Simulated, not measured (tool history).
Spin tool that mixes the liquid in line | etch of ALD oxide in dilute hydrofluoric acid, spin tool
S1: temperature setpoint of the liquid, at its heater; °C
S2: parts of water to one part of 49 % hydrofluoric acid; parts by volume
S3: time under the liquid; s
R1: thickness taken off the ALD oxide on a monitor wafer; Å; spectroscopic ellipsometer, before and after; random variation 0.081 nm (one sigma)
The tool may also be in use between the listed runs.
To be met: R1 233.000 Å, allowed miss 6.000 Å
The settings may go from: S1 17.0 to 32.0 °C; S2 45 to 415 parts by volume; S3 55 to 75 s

run,day,S1,S2,S3,R1
1,0.000,24.0,230,75,96.673
2,0.042,24.0,230,75,97.156
3,0.329,26.0,195,75,128.600
4,0.621,27.5,175,75,154.510
5,0.675,29.0,165,75,175.100
6,0.738,29.0,215,75,126.820
7,0.812,30.0,190,75,152.280
8,0.900,30.0,190,75,152.880
9,1.042,30.5,175,75,170.440
10,1.279,31.0,160,75,194.090
11,1.538,31.5,155,75,206.340
12,1.579,31.5,150,75,215.430
13,1.621,31.5,145,75,222.600

Which of these 5 next moves meets every target?
A,1.662,30.0,135,75,?
B,1.662,30.5,130,75,?
C,1.662,30.5,145,75,?
D,1.662,28.5,135,75,?
E,1.662,32.0,135,75,?

move,R1
A,229.440
B,244.280
C,214.620
D,217.160
E,246.580
A: meets every target
B: takes the result that was furthest off past its target
C: further off than the last run
D: further off than the last run
E: takes the result that was furthest off past its target
The right move is A.

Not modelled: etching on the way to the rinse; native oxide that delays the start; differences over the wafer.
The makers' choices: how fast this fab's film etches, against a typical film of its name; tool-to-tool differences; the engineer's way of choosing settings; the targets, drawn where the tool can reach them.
